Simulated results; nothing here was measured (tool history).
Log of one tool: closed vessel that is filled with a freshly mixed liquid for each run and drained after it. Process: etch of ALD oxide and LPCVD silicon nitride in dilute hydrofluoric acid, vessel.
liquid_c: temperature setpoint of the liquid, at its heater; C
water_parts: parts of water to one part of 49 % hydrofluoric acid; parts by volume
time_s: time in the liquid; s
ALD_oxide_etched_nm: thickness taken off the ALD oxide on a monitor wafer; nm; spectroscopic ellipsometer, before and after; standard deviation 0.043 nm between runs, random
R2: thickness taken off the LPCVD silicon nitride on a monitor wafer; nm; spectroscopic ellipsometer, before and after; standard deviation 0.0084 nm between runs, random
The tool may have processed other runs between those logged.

Run 1, day 0.000: liquid_c 20.0 C, water_parts 115 parts by volume, time_s 190 s. Result: ALD_oxide_etched_nm 25.3140 nm, R2 0.60100 nm.
Run 2, day 0.317: liquid_c 20.0 C, water_parts 75 parts by volume, time_s 190 s. Result: ALD_oxide_etched_nm 41.2270 nm, R2 0.88956 nm.
Run 3, day 0.446: liquid_c 18.0 C, water_parts 75 parts by volume, time_s 190 s. Result: ALD_oxide_etched_nm 37.4400 nm, R2 0.77017 nm.
Run 4, day 0.825: liquid_c 18.0 C, water_parts 75 parts by volume, time_s 145 s. Result: ALD_oxide_etched_nm 29.3540 nm, R2 0.62655 nm.
Run 5, day 0.996: liquid_c 18.0 C, water_parts 75 parts by volume, time_s 110 s. Result: ALD_oxide_etched_nm 21.8510 nm, R2 0.46983 nm.
Run 6, day 1.221: liquid_c 18.0 C, water_parts 90 parts by volume, time_s 110 s. Result: ALD_oxide_etched_nm 17.8950 nm, R2 0.36566 nm.
Run 7, day 1.600: liquid_c 18.5 C, water_parts 105 parts by volume, time_s 110 s. Result: ALD_oxide_etched_nm 15.4690 nm, R2 0.35562 nm.
Run 8, day 1.762: liquid_c 18.5 C, water_parts 115 parts by volume, time_s 110 s. Result: ALD_oxide_etched_nm 13.9380 nm, R2 0.31327 nm.
Run 9, day 2.142: liquid_c 18.5 C, water_parts 125 parts by volume, time_s 110 s. Result: ALD_oxide_etched_nm 12.6290 nm, R2 0.29126 nm.
Run 10, day 2.412: liquid_c 18.5 C, water_parts 135 parts by volume, time_s 110 s. Result: ALD_oxide_etched_nm 11.7040 nm, R2 0.24846 nm.
Run 11, day 2.579: liquid_c 19.5 C, water_parts 145 parts by volume, time_s 105 s. Result: ALD_oxide_etched_nm 10.6380 nm, R2 0.24945 nm.
Run 12, day 2.617: liquid_c 19.5 C, water_parts 155 parts by volume, time_s 105 s. Result: ALD_oxide_etched_nm 9.9915 nm, R2 0.25469 nm.
Run 13, day 2.796: liquid_c 19.5 C, water_parts 160 parts by volume, time_s 105 s. Result: ALD_oxide_etched_nm 9.5035 nm, R2 0.21639 nm.

Run 14 is up next; what results do you expect?
Run 14, day 3.162: liquid_c 19.5 C, water_parts 165 parts by volume, time_s 100 s. Result: ALD_oxide_etched_nm ?, R2 ?.

{"run 14": {"ALD_oxide_etched_nm": 8.7258, "R2": 0.20997}}

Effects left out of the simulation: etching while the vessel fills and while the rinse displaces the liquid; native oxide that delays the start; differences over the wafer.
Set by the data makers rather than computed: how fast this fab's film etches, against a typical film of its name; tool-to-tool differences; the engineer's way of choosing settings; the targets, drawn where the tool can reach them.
